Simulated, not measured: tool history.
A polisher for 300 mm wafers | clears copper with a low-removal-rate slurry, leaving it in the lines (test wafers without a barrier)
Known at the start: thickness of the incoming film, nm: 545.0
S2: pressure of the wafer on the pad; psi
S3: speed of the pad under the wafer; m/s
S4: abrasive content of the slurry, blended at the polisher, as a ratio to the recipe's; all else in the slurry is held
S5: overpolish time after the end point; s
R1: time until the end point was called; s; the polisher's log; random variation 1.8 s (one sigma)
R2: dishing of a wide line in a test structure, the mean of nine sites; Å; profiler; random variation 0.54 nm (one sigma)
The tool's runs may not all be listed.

run 1 day=0 | flow_of_slurry_(ml/min)=320 S2=3.8 S3=0.88 S4=1 S5=13 | R1=153.78 R2=294.67
run 2 day=0.346 | flow_of_slurry_(ml/min)=320 S2=3.8 S3=0.88 S4=1 S5=18 | R1=152.7 R2=387.16
run 3 day=0.6 | flow_of_slurry_(ml/min)=320 S2=3.8 S3=0.88 S4=1.15 S5=18 | R1=149.05 R2=400.66
run 4 day=0.938 | flow_of_slurry_(ml/min)=365 S2=3.8 S3=0.88 S4=1.15 S5=18 | R1=146.39 R2=406.16
run 5 day=1.112 | flow_of_slurry_(ml/min)=365 S2=4 S3=0.88 S4=1.15 S5=16 | R1=134.46 R2=377.14
run 6 day=1.162 | flow_of_slurry_(ml/min)=430 S2=4 S3=0.88 S4=1.15 S5=16 | R1=136.47 R2=373.28

The next listed run, before its measurement:
run 7 day=1.438 | flow_of_slurry_(ml/min)=430 S2=4.1 S3=0.88 S4=1.15 S5=15 | R1=? R2=?

Run 7 gave R1 129.09 s, R2 380.59 Å.

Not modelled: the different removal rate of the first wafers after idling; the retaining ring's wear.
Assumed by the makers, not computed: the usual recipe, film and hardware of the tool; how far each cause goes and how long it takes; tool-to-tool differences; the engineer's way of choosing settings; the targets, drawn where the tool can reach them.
